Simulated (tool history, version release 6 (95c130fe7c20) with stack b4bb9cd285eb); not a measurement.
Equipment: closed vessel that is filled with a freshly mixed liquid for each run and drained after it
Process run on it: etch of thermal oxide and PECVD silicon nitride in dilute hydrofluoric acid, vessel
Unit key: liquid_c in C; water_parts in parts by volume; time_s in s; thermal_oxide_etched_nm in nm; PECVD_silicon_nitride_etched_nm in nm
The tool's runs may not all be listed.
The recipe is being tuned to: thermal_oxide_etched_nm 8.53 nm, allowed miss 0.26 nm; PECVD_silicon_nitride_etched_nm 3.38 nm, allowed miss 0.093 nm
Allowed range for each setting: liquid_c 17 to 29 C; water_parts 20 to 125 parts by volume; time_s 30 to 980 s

| run | hour | liquid_c | water_parts | time_s | thermal_oxide_etched_nm | PECVD_silicon_nitride_etched_nm |
|---|---|---|---|---|---|---|
| 1 | 0 | 21 | 70 | 500 | 30.319 | 13.161 |
| 2 | 9 | 20.5 | 75 | 480 | 26.402 | 11.398 |
| 3 | 12.3 | 20.5 | 95 | 480 | 20.279 | 9.0639 |
| 4 | 21.2 | 20.5 | 110 | 480 | 17.425 | 7.8968 |
| 5 | 26.9 | 20 | 110 | 450 | 15.923 | 7.1844 |
| 6 | 33.4 | 20 | 110 | 550 | 19.435 | 8.6756 |
|  | 42.5 | thermometer replaced |
| 7 | 42.5 | 19.5 | 110 | 510 | 16.887 | 7.226 |
| 8 | 48.3 | 19.5 | 110 | 510 | 16.76 | 7.2659 |
| 9 | 51.7 | 19 | 110 | 490 | 15.709 | 6.7051 |
| 10 | 56.3 | 18.5 | 110 | 470 | 14.813 | 6.2203 |
| 11 | 63.9 | 18.5 | 110 | 450 | 14.154 | 6.0335 |
| 12 | 68.1 | 18.5 | 110 | 435 | 13.885 | 5.7594 |
| 13 | 70.3 | 18.5 | 110 | 420 | 13.319 | 5.5756 |
| 14 | 75.9 | 18.5 | 110 | 410 | 12.812 | 5.443 |
| 15 | 77.1 | 18.5 | 110 | 400 | 12.537 | 5.3189 |
| 16 | 85.7 | 18.5 | 110 | 390 | 12.285 | 5.1775 |
| 17 | 89.1 | 18.5 | 110 | 385 | 12.147 | 5.1712 |
| 18 | 92.8 | 18.5 | 110 | 385 | 12.16 | 5.0851 |
| 19 | 99.9 | 18.5 | 110 | 380 | 11.929 | 5.008 |
| 20 | 107.7 | 18.5 | 110 | 375 | 11.736 | 4.9959 |
| 21 | 109.6 | 18.5 | 110 | 370 | 11.489 | 5.014 |
| 22 | 112.3 | 18.5 | 110 | 365 | 11.501 | 4.8727 |
| 23 | 113.7 | 17 | 125 | 315 | 8.1073 | 3.3343 |

Which of these 5 next moves meets every target?
| A | 115.1 | 18.5 | 125 | 310 | ? | ? |
| B | 115.1 | 17.5 | 125 | 300 | ? | ? |
| C | 115.1 | 18 | 120 | 275 | ? | ? |
| D | 115.1 | 17 | 90 | 230 | ? | ? |
| E | 115.1 | 19.5 | 125 | 285 | ? | ? |

| move | thermal_oxide_etched_nm | PECVD_silicon_nitride_etched_nm |
|---|---|---|
| A | 8.3882 | 3.6687 |
| B | 7.79 | 3.3151 |
| C | 7.6327 | 3.2719 |
| D | 8.4223 | 3.3742 |
| E | 8.0329 | 3.6101 |
A: meets the target for the result that was furthest off, but another lies outside its allowed miss
B: further off than the last run
C: further off than the last run
D: in spec on every target
E: further off than the last run
D meets every target.
